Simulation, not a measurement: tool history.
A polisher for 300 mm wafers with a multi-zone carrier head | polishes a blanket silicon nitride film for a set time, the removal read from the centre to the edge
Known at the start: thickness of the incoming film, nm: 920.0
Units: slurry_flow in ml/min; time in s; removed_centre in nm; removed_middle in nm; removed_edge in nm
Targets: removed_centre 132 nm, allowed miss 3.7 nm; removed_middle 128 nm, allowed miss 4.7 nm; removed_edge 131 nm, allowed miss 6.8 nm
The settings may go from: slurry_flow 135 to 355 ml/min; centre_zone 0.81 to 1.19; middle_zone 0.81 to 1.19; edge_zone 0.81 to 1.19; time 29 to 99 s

run    day  slurry_flow  centre_zone  middle_zone  edge_zone  time  removed_centre  removed_middle  removed_edge
  1      0          225            1            1          1    64          104.75          102.88         108.7
  2  0.133          235         1.03         1.03       1.04    66           111.2           109.6        111.73
  3  0.279          235         1.03         1.09       1.04    66          110.95          117.42        115.12
  4  0.367          235         1.03         1.13       1.04    66          111.48          121.52        115.03
  5  0.546          280         1.03         1.13       1.04    66          114.74             121        114.37
  6  0.842          280         1.03         1.13       1.09    66          112.87          122.58        119.07
  7  0.954          280         1.06         1.12       1.11    67          119.72          124.19        121.92
  8  1.004          280         1.06         1.12       1.11    67           120.9          125.06         123.7
  9  1.042          285         1.07         1.12       1.12    67          120.32          123.56         122.2
 10  1.229          285         1.08         1.12       1.13    68          122.86           127.4        125.27
 11  1.542          290         1.09         1.11       1.14    68          124.87          124.28        122.62
 12  1.662          290         1.09          1.1       1.15    69           127.1           124.8        128.11

Which of these 5 next moves meets every target?
  A  1.783          315         1.11         1.08       1.15    70               ?               ?             ?
  B  1.783          290         1.02         1.04        1.1    70               ?               ?             ?
  C  1.783          295         1.03         1.14       1.11    68               ?               ?             ?
  D  1.783          255         1.07         1.03       1.19    70               ?               ?             ?
  E  1.783          265         1.07         1.11       1.19    69               ?               ?             ?

move  removed_centre  removed_middle  removed_edge
   A          132.81          129.54        130.34
   B          120.87          124.52        126.71
   C          118.88          131.05        123.65
   D          124.91          121.77         130.6
   E          123.78          128.49        129.02
A: meets every target
B: further off than the last run
C: further off than the last run
D: further off than the last run
E: further off than the last run
Move A is the one to make.
